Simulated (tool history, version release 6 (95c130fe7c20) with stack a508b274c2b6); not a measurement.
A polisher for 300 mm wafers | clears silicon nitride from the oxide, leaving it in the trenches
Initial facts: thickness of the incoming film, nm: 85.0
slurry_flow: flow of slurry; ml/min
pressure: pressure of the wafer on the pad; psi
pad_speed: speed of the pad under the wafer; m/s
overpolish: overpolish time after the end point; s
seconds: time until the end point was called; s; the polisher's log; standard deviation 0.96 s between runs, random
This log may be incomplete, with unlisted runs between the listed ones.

run 1 day=0 | slurry_flow=120 pressure=2.2 pad_speed=0.96 overpolish=8 | seconds=126.94
run 2 day=0.204 | slurry_flow=120 pressure=2.2 pad_speed=0.96 overpolish=8 | seconds=128.16
run 3 day=0.438 | slurry_flow=120 pressure=1.9 pad_speed=0.96 overpolish=8 | seconds=143.63
run 4 day=0.767 | slurry_flow=105 pressure=1.9 pad_speed=0.96 overpolish=8 | seconds=148.81
run 5 day=1.138 | slurry_flow=105 pressure=1.9 pad_speed=1.2 overpolish=8 | seconds=126.06
run 6 day=1.438 | slurry_flow=115 pressure=2.1 pad_speed=1.2 overpolish=8 | seconds=113.66
run 7 day=1.492 | slurry_flow=115 pressure=2.1 pad_speed=1.2 overpolish=8 | seconds=112.75

Run 8 has not been measured yet. What should we expect?
run 8 day=1.538 | slurry_flow=115 pressure=2.1 pad_speed=1.2 overpolish=8 | seconds=?

{"run 8": {"seconds": 111.78}}

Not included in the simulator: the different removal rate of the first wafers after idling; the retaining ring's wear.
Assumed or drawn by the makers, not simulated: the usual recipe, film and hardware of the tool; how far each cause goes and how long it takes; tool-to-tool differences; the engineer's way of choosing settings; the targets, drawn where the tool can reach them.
